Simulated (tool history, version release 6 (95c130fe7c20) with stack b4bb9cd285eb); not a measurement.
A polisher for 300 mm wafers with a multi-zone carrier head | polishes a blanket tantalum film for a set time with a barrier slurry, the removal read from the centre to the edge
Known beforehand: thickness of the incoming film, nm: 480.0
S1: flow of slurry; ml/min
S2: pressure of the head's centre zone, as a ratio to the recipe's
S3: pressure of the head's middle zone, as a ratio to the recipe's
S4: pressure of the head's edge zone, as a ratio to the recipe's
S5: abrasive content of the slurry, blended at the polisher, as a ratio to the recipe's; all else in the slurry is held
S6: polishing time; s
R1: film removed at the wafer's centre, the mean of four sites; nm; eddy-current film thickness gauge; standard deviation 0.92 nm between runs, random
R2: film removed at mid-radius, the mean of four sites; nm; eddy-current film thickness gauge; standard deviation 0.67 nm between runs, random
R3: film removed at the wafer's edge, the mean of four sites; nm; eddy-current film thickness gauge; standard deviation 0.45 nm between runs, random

Run 1, hour 0.0: S1 305 ml/min, S2 1.00, S3 1.00, S4 1.00, S5 1.00, S6 73 s. Result: R1 81.160 nm, R2 81.401 nm, R3 81.232 nm.
Run 2, hour 8.2: S1 305 ml/min, S2 1.01, S3 1.00, S4 0.98, S5 1.00, S6 73 s. Result: R1 79.811 nm, R2 81.262 nm, R3 80.501 nm.
Run 3, hour 10.9: S1 305 ml/min, S2 1.03, S3 1.00, S4 0.96, S5 0.95, S6 73 s. Result: R1 80.262 nm, R2 78.976 nm, R3 77.787 nm.
Run 4, hour 16.9: S1 305 ml/min, S2 1.03, S3 0.93, S4 0.96, S5 0.95, S6 73 s. Result: R1 80.946 nm, R2 75.335 nm, R3 78.672 nm.
Run 5, hour 23.1: S1 305 ml/min, S2 1.11, S3 0.93, S4 0.96, S5 0.95, S6 73 s. Result: R1 87.143 nm, R2 76.192 nm, R3 79.364 nm.
Run 6, hour 29.9: S1 305 ml/min, S2 1.11, S3 0.94, S4 0.94, S5 0.95, S6 73 s. Result: R1 87.024 nm, R2 77.819 nm, R3 77.726 nm.
Run 7, hour 33.0: S1 300 ml/min, S2 1.11, S3 0.94, S4 0.93, S5 0.95, S6 73 s. Result: R1 86.235 nm, R2 75.546 nm, R3 76.794 nm.

Run 8 is up next; what results do you expect?
Run 8, hour 40.7: S1 295 ml/min, S2 1.11, S3 0.95, S4 0.92, S5 0.95, S6 73 s. Result: R1 ?, R2 ?, R3 ?.

{"run 8": {"R1": 87.401, "R2": 76.732, "R3": 75.842}}
